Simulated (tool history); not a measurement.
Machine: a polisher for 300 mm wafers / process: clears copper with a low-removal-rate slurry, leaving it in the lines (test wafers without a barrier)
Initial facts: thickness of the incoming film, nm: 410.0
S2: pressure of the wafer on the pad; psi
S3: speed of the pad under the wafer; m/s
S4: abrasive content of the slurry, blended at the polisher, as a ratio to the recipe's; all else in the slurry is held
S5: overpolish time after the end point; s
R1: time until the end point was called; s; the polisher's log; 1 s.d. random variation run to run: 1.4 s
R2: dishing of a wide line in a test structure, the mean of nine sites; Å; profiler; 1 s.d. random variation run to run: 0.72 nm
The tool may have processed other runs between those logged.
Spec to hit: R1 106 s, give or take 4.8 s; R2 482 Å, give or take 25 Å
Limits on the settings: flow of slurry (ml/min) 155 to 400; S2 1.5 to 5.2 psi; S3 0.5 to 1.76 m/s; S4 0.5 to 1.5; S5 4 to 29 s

{"run": 1, "hour": 0.0, "flow of slurry (ml/min)": 255, "S2": 3.3, "S3": 1.12, "S4": 1, "S5": 15, "R1": 134.85, "R2": 327.51}
{"run": 2, "hour": 2.1, "flow of slurry (ml/min)": 255, "S2": 3.4, "S3": 1.12, "S4": 1, "S5": 16, "R1": 129.85, "R2": 359.62}
{"run": 3, "hour": 9.4, "flow of slurry (ml/min)": 255, "S2": 3.4, "S3": 1.12, "S4": 1, "S5": 19, "R1": 129.74, "R2": 413.8}
{"run": 4, "hour": 10.2, "flow of slurry (ml/min)": 255, "S2": 2.6, "S3": 1.12, "S4": 1, "S5": 19, "R1": 168.9, "R2": 323.13}
{"run": 5, "hour": 13.6, "flow of slurry (ml/min)": 255, "S2": 1.9, "S3": 1.12, "S4": 1, "S5": 19, "R1": 233, "R2": 251.37}
{"run": 6, "hour": 19.4, "flow of slurry (ml/min)": 255, "S2": 2.3, "S3": 1.12, "S4": 1, "S5": 19, "R1": 192, "R2": 295.71}
{"run": 7, "hour": 22.8, "flow of slurry (ml/min)": 255, "S2": 2.6, "S3": 1.12, "S4": 1, "S5": 19, "R1": 170.83, "R2": 342.98}
{"run": 8, "hour": 26.9, "flow of slurry (ml/min)": 255, "S2": 2.8, "S3": 1.12, "S4": 1, "S5": 19, "R1": 157.48, "R2": 362.84}
{"run": 9, "hour": 30.7, "flow of slurry (ml/min)": 260, "S2": 3.8, "S3": 1.14, "S4": 1, "S5": 18, "R1": 114.92, "R2": 455.58}

Of the 4 settings listed for the next run, only one would bring every result within its allowed miss of target. Which one?
{"run": "A", "hour": 34.5, "flow of slurry (ml/min)": 260, "S2": 4.1, "S3": 1.04, "S4": 0.9, "S5": 20, "R1": "?", "R2": "?"}
{"run": "B", "hour": 34.5, "flow of slurry (ml/min)": 260, "S2": 4.1, "S3": 1.02, "S4": 0.9, "S5": 20, "R1": "?", "R2": "?"}
{"run": "C", "hour": 34.5, "flow of slurry (ml/min)": 240, "S2": 3.5, "S3": 1.32, "S4": 1.1, "S5": 15, "R1": "?", "R2": "?"}
{"run": "D", "hour": 34.5, "flow of slurry (ml/min)": 280, "S2": 3.7, "S3": 1.28, "S4": 0.9, "S5": 18, "R1": "?", "R2": "?"}

move=A R1=120.54 R2=482.57
move=B R1=122.8 R2=475
move=C R1=108.61 R2=409.16
move=D R1=108.28 R2=480.86
A: further off than the last run
B: further off than the last run
C: brings the last run's worst result on target, with another outside its allowed miss
D: every result lands within tolerance
Correct choice: D, which meets every target

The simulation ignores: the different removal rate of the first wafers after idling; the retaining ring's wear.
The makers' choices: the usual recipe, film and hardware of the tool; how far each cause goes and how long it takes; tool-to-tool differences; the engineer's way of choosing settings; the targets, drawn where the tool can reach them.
